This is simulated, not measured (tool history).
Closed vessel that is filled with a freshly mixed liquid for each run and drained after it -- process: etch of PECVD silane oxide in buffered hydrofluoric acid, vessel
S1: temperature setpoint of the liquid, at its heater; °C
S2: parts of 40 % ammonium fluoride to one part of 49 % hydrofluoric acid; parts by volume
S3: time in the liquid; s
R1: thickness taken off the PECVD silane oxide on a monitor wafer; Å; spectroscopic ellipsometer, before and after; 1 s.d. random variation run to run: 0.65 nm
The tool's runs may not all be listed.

run,hour,S1,S2,S3,R1
1,0.0,23.0,11.5,95,1497.5
2,5.7,23.0,11.5,100,1581.2
3,11.3,21.0,11.5,100,1424.5
4,20.3,21.0,11.5,100,1394.2
5,21.7,20.0,12.5,100,1229.4
6,29.8,19.0,13.5,100,1080.9

The next listed run, before its measurement:
7,30.7,18.5,14.0,100,?

Run 7 gave R1 1011.9 Å.
